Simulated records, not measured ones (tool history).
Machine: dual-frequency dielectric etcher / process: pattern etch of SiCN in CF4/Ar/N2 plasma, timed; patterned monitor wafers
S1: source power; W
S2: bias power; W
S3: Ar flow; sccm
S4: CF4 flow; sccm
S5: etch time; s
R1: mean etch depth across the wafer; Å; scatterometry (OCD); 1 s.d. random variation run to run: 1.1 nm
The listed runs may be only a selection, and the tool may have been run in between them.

run 1 hour=0 | S1=550 S2=90 S3=87 S4=77 S5=137.5 | R1=1599.4
run 2 hour=2 | S1=550 S2=102 S3=87 S4=77 S5=137.5 | R1=1661.2
run 3 hour=6 | S1=550 S2=102 S3=87 S4=77 S5=143 | R1=1727.4
run 4 hour=10.2 | S1=560 S2=102 S3=87 S4=77 S5=143 | R1=1745.8
run 5 hour=16.3 | S1=560 S2=102 S3=87 S4=77 S5=137.5 | R1=1667.2
run 6 hour=20.7 | S1=560 S2=102 S3=75 S4=77 S5=137.5 | R1=1706.9
run 7 hour=27.5 | S1=580 S2=102 S3=75 S4=77 S5=137.5 | R1=1741.4

For run 8, what comes out?
run 8 hour=29.7 | S1=600 S2=102 S3=75 S4=77 S5=137.5 | R1=?

Run 8 produced R1 1822.8 Å.
